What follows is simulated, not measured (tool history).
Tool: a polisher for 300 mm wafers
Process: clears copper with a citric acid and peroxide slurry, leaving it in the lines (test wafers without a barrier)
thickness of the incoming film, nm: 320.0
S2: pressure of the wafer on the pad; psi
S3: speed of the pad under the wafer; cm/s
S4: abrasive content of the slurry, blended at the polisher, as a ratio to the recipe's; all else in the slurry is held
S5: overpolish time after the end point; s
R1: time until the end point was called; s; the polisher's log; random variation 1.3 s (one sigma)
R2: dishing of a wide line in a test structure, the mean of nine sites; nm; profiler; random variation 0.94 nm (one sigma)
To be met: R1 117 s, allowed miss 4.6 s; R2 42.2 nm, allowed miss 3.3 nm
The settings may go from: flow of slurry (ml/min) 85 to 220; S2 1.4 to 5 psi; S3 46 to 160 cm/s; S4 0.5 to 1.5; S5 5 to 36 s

Run 1, hour 0: flow of slurry (ml/min) 140, S2 3.2 psi, S3 102 cm/s, S4 1, S5 18 s. Result: R1 169.03 s, R2 26.915 nm.
Run 2, hour 6.9: flow of slurry (ml/min) 140, S2 3.2 psi, S3 116 cm/s, S4 1, S5 18 s. Result: R1 150.26 s, R2 30.837 nm.
Run 3, hour 9.3: flow of slurry (ml/min) 145, S2 3.4 psi, S3 116 cm/s, S4 1, S5 19 s. Result: R1 142.43 s, R2 32.565 nm.
Run 4, hour 14.4: flow of slurry (ml/min) 145, S2 3.4 psi, S3 116 cm/s, S4 0.9, S5 19 s. Result: R1 149.1 s, R2 32.421 nm.
Run 5, hour 19.6: flow of slurry (ml/min) 145, S2 3.7 psi, S3 116 cm/s, S4 0.9, S5 19 s. Result: R1 140.62 s, R2 34.695 nm.
Run 6, hour 23.6: flow of slurry (ml/min) 145, S2 3.7 psi, S3 116 cm/s, S4 0.9, S5 14 s. Result: R1 138.56 s, R2 25.805 nm.
Run 7, hour 27.3: flow of slurry (ml/min) 145, S2 3.9 psi, S3 116 cm/s, S4 0.9, S5 16 s. Result: R1 135.75 s, R2 30.597 nm.
Run 8, hour 29: flow of slurry (ml/min) 150, S2 4.1 psi, S3 116 cm/s, S4 0.9, S5 17 s. Result: R1 130.21 s, R2 30.993 nm.
Run 9, hour 33.3: flow of slurry (ml/min) 150, S2 4.3 psi, S3 118 cm/s, S4 0.9, S5 18 s. Result: R1 125.6 s, R2 36.149 nm.
Run 10, hour 34.9: flow of slurry (ml/min) 150, S2 4.4 psi, S3 118 cm/s, S4 0.9, S5 18 s. Result: R1 121.88 s, R2 34.993 nm.
Run 11, hour 41.8: flow of slurry (ml/min) 150, S2 4.5 psi, S3 118 cm/s, S4 0.9, S5 19 s. Result: R1 121.74 s, R2 39.031 nm.
Run 12, hour 45.2: flow of slurry (ml/min) 150, S2 4.6 psi, S3 118 cm/s, S4 0.9, S5 19 s. Result: R1 117.37 s, R2 38.094 nm.

5 next moves are on the table. One of them brings every result within its allowed miss. Which?
Run A, hour 48.6: flow of slurry (ml/min) 200, S2 3.9 psi, S3 148 cm/s, S4 0.5, S5 21 s. Result: R1 ?, R2 ?.
Run B, hour 48.6: flow of slurry (ml/min) 120, S2 5 psi, S3 130 cm/s, S4 0.95, S5 23 s. Result: R1 ?, R2 ?.
Run C, hour 48.6: flow of slurry (ml/min) 175, S2 5 psi, S3 116 cm/s, S4 1, S5 19 s. Result: R1 ?, R2 ?.
Run D, hour 48.6: flow of slurry (ml/min) 165, S2 4.7 psi, S3 122 cm/s, S4 0.75, S5 27 s. Result: R1 ?, R2 ?.
Run E, hour 48.6: flow of slurry (ml/min) 160, S2 4.2 psi, S3 138 cm/s, S4 0.95, S5 24 s. Result: R1 ?, R2 ?.

move      R1      R2
   A   114.9  43.076
   B  105.43  49.685
   C  107.59  42.363
   D  115.11  52.221
   E   105.7  50.738
A: meets every target
B: takes the result that was furthest off past its target
C: brings the result that was furthest off to its target, and leaves another outside
D: takes the result that was furthest off past its target
E: takes the result that was furthest off past its target
The right move is A.
